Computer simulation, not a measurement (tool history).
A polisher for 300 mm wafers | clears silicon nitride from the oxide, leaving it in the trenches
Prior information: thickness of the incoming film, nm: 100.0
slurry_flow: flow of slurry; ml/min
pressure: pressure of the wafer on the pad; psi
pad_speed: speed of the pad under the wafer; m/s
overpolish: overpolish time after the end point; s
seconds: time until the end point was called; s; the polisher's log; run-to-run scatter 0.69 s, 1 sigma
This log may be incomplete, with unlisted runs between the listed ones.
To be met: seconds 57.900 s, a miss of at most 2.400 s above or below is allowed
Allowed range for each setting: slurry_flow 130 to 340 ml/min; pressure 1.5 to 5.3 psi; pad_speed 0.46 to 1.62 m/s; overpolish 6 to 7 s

| run | hour | slurry_flow | pressure | pad_speed | overpolish | seconds |
|---|---|---|---|---|---|---|
| 1 | 0.0 | 220 | 3.4 | 1.04 | 7 | 81.583 |
| 2 | 4.4 | 220 | 3.8 | 1.04 | 7 | 73.869 |
| 3 | 12.3 | 220 | 4.1 | 1.04 | 7 | 68.124 |
| 4 | 16.6 | 220 | 4.3 | 1.04 | 7 | 64.578 |
| 5 | 18.9 | 220 | 4.4 | 1.04 | 7 | 63.601 |
| 6 | 23.8 | 220 | 4.4 | 1.04 | 7 | 63.422 |
| 7 | 25.2 | 220 | 4.5 | 1.04 | 7 | 61.781 |
| 8 | 28.9 | 220 | 4.6 | 1.04 | 7 | 60.764 |

5 next moves are on the table. One of them brings every result within its allowed miss. Which?
| A | 32.6 | 210 | 4.3 | 1.10 | 7 | ? |
| B | 32.6 | 165 | 4.1 | 1.08 | 7 | ? |
| C | 32.6 | 185 | 4.7 | 0.92 | 7 | ? |
| D | 32.6 | 220 | 4.8 | 1.06 | 6 | ? |
| E | 32.6 | 200 | 4.2 | 1.16 | 7 | ? |

| move | seconds |
|---|---|
| A | 62.414 |
| B | 68.773 |
| C | 66.490 |
| D | 57.264 |
| E | 61.771 |
A: further off than the last run
B: further off than the last run
C: further off than the last run
D: all results in spec
E: further off than the last run
D meets every target.
